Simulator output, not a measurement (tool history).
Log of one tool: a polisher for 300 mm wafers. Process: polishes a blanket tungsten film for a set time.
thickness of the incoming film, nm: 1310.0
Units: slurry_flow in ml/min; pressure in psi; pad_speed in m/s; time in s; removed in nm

Run 1, hour 0: slurry_flow 230 ml/min, pressure 2.5 psi, pad_speed 1.16 m/s, slurry_solids 1, time 77 s. Result: removed 311.92 nm.
Run 2, hour 8.2: slurry_flow 210 ml/min, pressure 2.5 psi, pad_speed 1.16 m/s, slurry_solids 1, time 77 s. Result: removed 315.61 nm.
Run 3, hour 14.9: slurry_flow 210 ml/min, pressure 2.7 psi, pad_speed 1.16 m/s, slurry_solids 1, time 77 s. Result: removed 327.1 nm.
Run 4, hour 15.6: slurry_flow 210 ml/min, pressure 2.7 psi, pad_speed 1.16 m/s, slurry_solids 1.1, time 77 s. Result: removed 335.7 nm.
Run 5, hour 18.1: slurry_flow 210 ml/min, pressure 2.9 psi, pad_speed 1.16 m/s, slurry_solids 1.1, time 77 s. Result: removed 362.43 nm.
Run 6, hour 26.3: slurry_flow 210 ml/min, pressure 2.9 psi, pad_speed 1.16 m/s, slurry_solids 1.2, time 77 s. Result: removed 368.93 nm.
Run 7, hour 30.4: slurry_flow 210 ml/min, pressure 3.1 psi, pad_speed 1.16 m/s, slurry_solids 1.2, time 77 s. Result: removed 396.55 nm.

Forecast run 8:
Run 8, hour 32.3: slurry_flow 210 ml/min, pressure 3.2 psi, pad_speed 1.16 m/s, slurry_solids 1.2, time 77 s. Result: removed ?.

Run 8 gave removed 409.07 nm.

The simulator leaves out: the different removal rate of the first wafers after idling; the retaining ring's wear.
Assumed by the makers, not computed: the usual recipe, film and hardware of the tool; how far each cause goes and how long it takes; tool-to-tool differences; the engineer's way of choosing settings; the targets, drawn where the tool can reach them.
